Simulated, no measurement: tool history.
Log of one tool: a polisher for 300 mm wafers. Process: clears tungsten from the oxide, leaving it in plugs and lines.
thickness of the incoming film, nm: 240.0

run,hour,flow of slurry (ml/min),pressure of the wafer on the pad (kPa),speed of the pad under the wafer (m/s),abrasive content of the slurry,overpolish time after the end point (s),time until the end point was called (s)
1,0.0,190,33.1,1.08,1.00,6,31.183
2,7.9,190,33.1,1.08,0.85,6,32.724
3,14.6,170,33.1,1.08,0.85,6,33.142
4,18.3,170,33.1,1.08,0.70,6,35.207
5,21.7,170,33.1,1.08,0.80,6,33.880
6,22.6,170,33.1,0.94,0.80,6,38.115
7,29.3,170,31.7,0.94,0.80,6,39.524
8,36.4,170,31.7,0.94,0.80,6,39.457
9,44.2,170,31.7,0.94,0.80,6,39.141

The next listed run, before its measurement:
10,46.2,170,30.3,0.94,0.80,6,?

{"run 10": {"time until the end point was called (s)": 40.263}}

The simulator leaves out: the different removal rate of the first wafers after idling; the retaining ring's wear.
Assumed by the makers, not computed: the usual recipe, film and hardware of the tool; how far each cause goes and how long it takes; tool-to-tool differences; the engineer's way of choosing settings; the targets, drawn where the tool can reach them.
